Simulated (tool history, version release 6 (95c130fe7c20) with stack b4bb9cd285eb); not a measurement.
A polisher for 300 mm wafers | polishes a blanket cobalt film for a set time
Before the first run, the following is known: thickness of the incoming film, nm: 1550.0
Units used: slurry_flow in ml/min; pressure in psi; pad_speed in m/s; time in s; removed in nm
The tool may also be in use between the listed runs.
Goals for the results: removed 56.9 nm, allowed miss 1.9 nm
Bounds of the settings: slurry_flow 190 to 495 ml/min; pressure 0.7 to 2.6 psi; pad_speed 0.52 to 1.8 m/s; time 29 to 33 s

{"run": 1, "day": 0.0, "slurry_flow": 320, "pressure": 1.6, "pad_speed": 1.16, "time": 33, "removed": 128.55}
{"run": 2, "day": 0.338, "slurry_flow": 320, "pressure": 1.4, "pad_speed": 1.1, "time": 33, "removed": 112.39}
{"run": 3, "day": 0.5, "slurry_flow": 320, "pressure": 1.3, "pad_speed": 1.02, "time": 33, "removed": 101.73}
{"run": 4, "day": 0.733, "slurry_flow": 245, "pressure": 1.3, "pad_speed": 1.02, "time": 33, "removed": 98.56}
{"run": 5, "day": 1.104, "slurry_flow": 245, "pressure": 1.3, "pad_speed": 1.02, "time": 33, "removed": 99.878}
{"run": 6, "day": 1.262, "slurry_flow": 245, "pressure": 1.3, "pad_speed": 1.28, "time": 33, "removed": 121.79}
{"run": 7, "day": 1.288, "slurry_flow": 245, "pressure": 1.3, "pad_speed": 1.28, "time": 33, "removed": 120.02}
{"run": 8, "day": 1.504, "slurry_flow": 245, "pressure": 1.2, "pad_speed": 1.18, "time": 33, "removed": 106.73}
{"run": 9, "day": 1.875, "slurry_flow": 245, "pressure": 1.1, "pad_speed": 1.1, "time": 33, "removed": 96.024}
{"run": 10, "day": 1.962, "slurry_flow": 245, "pressure": 1, "pad_speed": 1.02, "time": 33, "removed": 84.195}
{"run": 11, "day": 2.154, "slurry_flow": 245, "pressure": 0.9, "pad_speed": 0.96, "time": 33, "removed": 76.177}
{"run": 12, "day": 2.45, "slurry_flow": 245, "pressure": 0.9, "pad_speed": 0.92, "time": 33, "removed": 73.044}
{"run": 13, "day": 2.638, "slurry_flow": 245, "pressure": 0.9, "pad_speed": 0.88, "time": 33, "removed": 71.955}
{"run": 14, "day": 2.821, "slurry_flow": 245, "pressure": 0.9, "pad_speed": 0.86, "time": 33, "removed": 70.495}
{"run": 15, "day": 2.846, "slurry_flow": 245, "pressure": 0.9, "pad_speed": 0.86, "time": 33, "removed": 68.866}

Exercise: of the 5 proposed moves below, exactly one satisfies all targets within the stated allowed misses. Which move is it?
{"run": "A", "day": 2.871, "slurry_flow": 215, "pressure": 1.1, "pad_speed": 1.08, "time": 33, "removed": "?"}
{"run": "B", "day": 2.871, "slurry_flow": 255, "pressure": 0.7, "pad_speed": 0.8, "time": 32, "removed": "?"}
{"run": "C", "day": 2.871, "slurry_flow": 250, "pressure": 0.8, "pad_speed": 0.86, "time": 31, "removed": "?"}
{"run": "D", "day": 2.871, "slurry_flow": 195, "pressure": 0.9, "pad_speed": 0.82, "time": 32, "removed": "?"}
{"run": "E", "day": 2.871, "slurry_flow": 285, "pressure": 0.9, "pad_speed": 0.84, "time": 29, "removed": "?"}

move=A removed=94.034
move=B removed=57.111
move=C removed=62.509
move=D removed=63.257
move=E removed=61.647
A: misses by more than the last run did
B: all results land within tolerance of their targets
C: closer than the last run, but not yet in spec
D: closer than the last run, but not yet in spec
E: closer than the last run, but not yet in spec
Move B is the one to make.
